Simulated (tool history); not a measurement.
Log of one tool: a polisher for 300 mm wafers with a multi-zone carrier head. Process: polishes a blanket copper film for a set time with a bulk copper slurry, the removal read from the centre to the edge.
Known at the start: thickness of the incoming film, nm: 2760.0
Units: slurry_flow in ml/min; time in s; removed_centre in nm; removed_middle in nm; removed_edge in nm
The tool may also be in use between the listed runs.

| run | day | slurry_flow | centre_zone | middle_zone | edge_zone | slurry_solids | time | removed_centre | removed_middle | removed_edge |
|---|---|---|---|---|---|---|---|---|---|---|
| 1 | 0.000 | 300 | 1.00 | 1.00 | 1.00 | 1.00 | 61 | 475.41 | 480.91 | 469.68 |
| 2 | 0.262 | 300 | 1.00 | 1.00 | 1.00 | 1.00 | 74 | 575.29 | 590.28 | 585.55 |
| 3 | 0.617 | 305 | 1.02 | 1.01 | 1.02 | 1.05 | 74 | 579.27 | 595.12 | 593.47 |
| 4 | 0.867 | 305 | 1.02 | 0.97 | 1.02 | 1.05 | 74 | 586.05 | 581.72 | 587.87 |
| 5 | 1.146 | 250 | 1.02 | 0.97 | 1.02 | 1.05 | 74 | 581.80 | 570.62 | 569.06 |
| 6 | 1.192 | 220 | 1.02 | 0.97 | 1.02 | 1.05 | 74 | 581.26 | 566.41 | 568.99 |
| 7 | 1.488 | 225 | 1.04 | 0.99 | 1.04 | 1.15 | 75 | 592.36 | 599.53 | 600.04 |

The next listed run, before its measurement:
| 8 | 1.629 | 230 | 1.07 | 1.00 | 1.04 | 1.20 | 76 | ? | ? | ? |

{"run 8": {"removed_centre": 635.21, "removed_middle": 596.69, "removed_edge": 611.45}}
